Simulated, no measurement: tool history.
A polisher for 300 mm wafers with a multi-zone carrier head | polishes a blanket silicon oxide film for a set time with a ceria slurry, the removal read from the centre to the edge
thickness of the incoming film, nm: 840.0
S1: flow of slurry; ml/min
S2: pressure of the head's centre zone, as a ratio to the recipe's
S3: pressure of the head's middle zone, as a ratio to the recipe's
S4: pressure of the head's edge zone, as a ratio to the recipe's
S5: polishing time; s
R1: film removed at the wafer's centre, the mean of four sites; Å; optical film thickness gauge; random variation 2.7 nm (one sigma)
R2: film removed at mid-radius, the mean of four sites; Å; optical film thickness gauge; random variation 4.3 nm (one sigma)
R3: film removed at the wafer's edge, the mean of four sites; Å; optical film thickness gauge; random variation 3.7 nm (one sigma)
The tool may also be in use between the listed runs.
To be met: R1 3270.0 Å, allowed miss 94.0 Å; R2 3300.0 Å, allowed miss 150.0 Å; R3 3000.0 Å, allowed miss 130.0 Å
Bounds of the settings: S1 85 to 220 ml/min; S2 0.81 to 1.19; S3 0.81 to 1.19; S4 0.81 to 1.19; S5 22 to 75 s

run  hour   S1    S2    S3    S4  S5      R1      R2      R3
  1   0.0  140  1.00  1.00  1.00  48  2351.9  2327.4  2348.7
  2   4.7  150  1.02  1.04  1.03  50  2580.6  2518.3  2477.1
  3  10.3  160  1.02  1.06  1.04  52  2672.9  2706.7  2609.4
  4  17.6  160  1.02  1.14  1.04  52  2729.2  2885.9  2600.4
  5  18.2  160  1.02  1.06  1.04  52  2732.5  2680.9  2632.6
  6  19.4  160  1.02  0.99  1.04  52  2712.0  2584.4  2631.2
  7  24.2  170  1.03  1.02  1.05  53  2853.0  2699.9  2712.9
  8  30.4  175  1.03  1.05  1.06  54  2889.9  2921.7  2800.1
  9  36.0  180  1.04  1.06  1.07  54  2974.3  2876.1  2782.4
 10  43.0  185  1.04  1.08  1.07  55  3022.0  3034.8  2858.2
 11  48.8  190  1.05  1.09  1.08  55  3076.1  3076.2  2901.1
 12  57.1  195  1.06  1.10  1.08  55  3121.8  3072.5  2908.5
 13  58.0  200  1.06  1.11  1.08  55  3074.3  3126.1  2887.2
 14  66.3  200  1.07  1.12  1.09  55  3138.0  3107.3  2940.0
 15  73.7  205  1.07  1.13  1.09  55  3183.9  3142.3  2906.1
 16  75.3  205  1.07  1.14  1.09  55  3197.2  3107.4  2947.2
 17  80.1  205  1.07  1.15  1.08  55  3173.4  3249.9  2890.5

Which of these 4 next moves meets every target?
  A  84.9  180  1.05  1.19  1.08  56   ?   ?   ?
  B  84.9  185  0.98  1.09  1.19  60   ?   ?   ?
  C  84.9  200  1.06  1.09  1.17  55   ?   ?   ?
  D  84.9  170  1.09  1.16  1.07  58   ?   ?   ?

move      R1      R2      R3
   A  3070.3  3211.8  2980.3
   B  3082.2  3214.1  3364.3
   C  3099.7  2981.3  3085.6
   D  3264.8  3223.4  3051.9
A: further off than the last run
B: further off than the last run
C: further off than the last run
D: meets every target
The right move is D.
